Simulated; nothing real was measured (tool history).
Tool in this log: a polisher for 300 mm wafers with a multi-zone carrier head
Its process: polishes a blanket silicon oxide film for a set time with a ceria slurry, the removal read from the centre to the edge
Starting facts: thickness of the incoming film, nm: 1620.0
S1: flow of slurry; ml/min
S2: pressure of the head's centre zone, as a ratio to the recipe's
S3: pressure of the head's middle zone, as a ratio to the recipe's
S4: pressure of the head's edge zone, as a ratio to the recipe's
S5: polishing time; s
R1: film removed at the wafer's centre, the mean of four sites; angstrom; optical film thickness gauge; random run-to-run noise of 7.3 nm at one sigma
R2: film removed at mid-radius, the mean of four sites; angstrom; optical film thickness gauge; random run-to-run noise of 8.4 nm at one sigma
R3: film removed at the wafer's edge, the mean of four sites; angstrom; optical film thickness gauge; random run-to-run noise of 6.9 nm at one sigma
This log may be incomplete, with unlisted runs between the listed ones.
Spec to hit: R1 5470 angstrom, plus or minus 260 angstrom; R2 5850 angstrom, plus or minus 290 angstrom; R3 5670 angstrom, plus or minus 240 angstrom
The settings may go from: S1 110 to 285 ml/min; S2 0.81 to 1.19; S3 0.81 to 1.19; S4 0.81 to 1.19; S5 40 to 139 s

run  hour   S1    S2    S3    S4  S5      R1      R2      R3
  1     0  180     1     1     1  89  4489.6  4472.3  4514.2
  2   1.4  185     1  1.01  1.01  90  4447.6  4620.3    4550
  3   2.8  185  1.06  1.01  1.01  90  4719.3  4489.4  4603.8
  4   7.7  185  1.06  1.02  1.02  91  4795.5    4728    4662
  5  15.6  185  1.06  1.02  1.02  80  4292.5  3996.2  4046.8
  6  16.9  185  1.06  1.02  1.07  80  4097.1  4080.5  4241.1
  7    24  190  1.07  1.03  1.08  82  4406.2  4268.6  4303.5
  8  29.5  190  1.07  1.03  1.09  84  4505.8  4284.7  4421.2

Exactly one of the 5 candidate moves below puts every result within its allowed miss. Which one?
  A    35  245  1.04  1.11  1.13  103   ?   ?   ?
  B    35  140  0.86  0.89  1.19  119   ?   ?   ?
  C    35  175   0.9  1.07  1.07  127   ?   ?   ?
  D    35  155     1  0.85  1.18   72   ?   ?   ?
  E    35  205  1.19  0.89  1.09   68   ?   ?   ?

move      R1      R2      R3
   A  5608.8  5782.2  5624.8
   B  4880.6  5168.4  6309.3
   C  5689.2    6626  6532.8
   D  3505.5  3068.3  3850.5
   E    4133  3127.7  3597.1
A: all results in spec
B: moves toward the targets from the last run without getting all of them in spec
C: takes the biggest miss from the last run beyond its target
D: misses by more than the last run did
E: misses by more than the last run did
A meets every target.
